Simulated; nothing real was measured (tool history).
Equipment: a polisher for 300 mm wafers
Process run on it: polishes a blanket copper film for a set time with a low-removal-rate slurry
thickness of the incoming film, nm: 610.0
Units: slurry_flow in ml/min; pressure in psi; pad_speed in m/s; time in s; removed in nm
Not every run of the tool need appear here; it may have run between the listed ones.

run  hour  slurry_flow  pressure  pad_speed  slurry_solids  time  removed
  1   0.0          250       2.4       1.26            1.0    22   80.119
  2   3.0          250       1.9       1.24            1.0    22   63.285
  3   9.9          250       1.6       1.24            1.0    22   54.164
  4  16.0          250       1.6       1.24            1.0    22   54.300
  5  19.6          250       2.2       1.24            1.0    22   72.334
  6  27.6          250       1.9       1.24            1.0    22   62.821

Predict the results of run 7:
  7  29.1          250       1.7       1.24            1.0    22        ?

removed: 56.754 nm
